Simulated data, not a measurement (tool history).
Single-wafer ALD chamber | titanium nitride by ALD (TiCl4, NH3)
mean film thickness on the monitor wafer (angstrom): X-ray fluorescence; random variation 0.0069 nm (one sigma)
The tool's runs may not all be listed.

run	hour	heater temperature setpoint (K)	number of ALD cycles (cycles)	NH3 pulse time (s)	mean film thickness on the monitor wafer (angstrom)
1	0	673.15	73	3	16.688
2	1	669.15	72	2.67	16.22
3	10.2	669.15	73	2.67	16.377
4	13.8	678.15	73	2.67	16.499
5	15.5	673.15	72	2.4	16.298
6	16.8	669.15	71	2.18	15.832
7	18.3	666.15	71	1.99	15.57
8	26	665.15	71	1.85	15.529
9	35.2	664.15	71	1.72	15.458

Forecast run 10:
10	41.7	664.15	71	1.72	?

{"run 10": {"mean film thickness on the monitor wafer (angstrom)": 15.198}}
